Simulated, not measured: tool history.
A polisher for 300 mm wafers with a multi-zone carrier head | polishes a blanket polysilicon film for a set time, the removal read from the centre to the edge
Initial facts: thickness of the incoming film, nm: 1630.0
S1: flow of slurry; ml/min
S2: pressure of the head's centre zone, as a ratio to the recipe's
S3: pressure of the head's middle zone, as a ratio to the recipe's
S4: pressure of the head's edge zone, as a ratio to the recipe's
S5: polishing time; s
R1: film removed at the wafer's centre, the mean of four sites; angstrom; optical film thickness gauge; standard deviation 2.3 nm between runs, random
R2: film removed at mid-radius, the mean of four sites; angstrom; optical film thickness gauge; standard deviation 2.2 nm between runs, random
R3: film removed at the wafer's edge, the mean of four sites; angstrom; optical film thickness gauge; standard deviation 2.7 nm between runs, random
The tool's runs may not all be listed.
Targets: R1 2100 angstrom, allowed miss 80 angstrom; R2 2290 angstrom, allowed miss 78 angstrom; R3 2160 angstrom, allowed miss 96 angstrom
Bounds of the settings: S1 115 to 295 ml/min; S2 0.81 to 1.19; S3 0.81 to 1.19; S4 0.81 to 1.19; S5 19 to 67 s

run	day	S1	S2	S3	S4	S5	R1	R2	R3
1	0	190	1	1	1	43	2566.5	2627.2	2640.9
2	0.329	185	0.99	1	0.98	42	2514.2	2526.7	2514.1
3	0.646	215	0.99	1	0.98	42	2612.5	2621.8	2469.1
4	1.021	215	0.99	1	0.98	32	1903.5	1980.7	1921.8
5	1.388	215	0.99	0.95	0.98	32	1982.6	1910.4	1904.9
6	1.417	215	0.99	0.95	0.91	32	1938.3	1877.3	1882.3
7	1.725	235	0.92	1.03	0.98	38	2219.2	2393.9	2314.9
8	1.908	235	0.92	1.03	0.97	38	2207.3	2422.5	2318.7
9	2.142	235	0.92	1.03	0.96	38	2261.3	2442	2296.1
10	2.458	235	0.92	1.03	0.95	38	2188.2	2392.5	2331.8

Of the 4 settings listed for the next run, only one would bring every result within its allowed miss of target. Which one?
A	2.775	130	0.96	1.04	0.94	38	?	?	?
B	2.775	275	1.09	1.03	0.97	34	?	?	?
C	2.775	250	0.89	1.08	0.96	36	?	?	?
D	2.775	240	0.94	1	0.98	38	?	?	?

move	R1	R2	R3
A	2068.9	2249.2	2137.3
B	2262.9	2193.4	2080.9
C	2039.8	2393.1	2175.2
D	2228.7	2361.4	2313.5
A: meets every target
B: corrects the largest miss of the last run, while another result sits out of spec
C: corrects the largest miss of the last run, while another result sits out of spec
D: an improvement on the last run, though not all results are within tolerance
Go with A: it meets all targets.
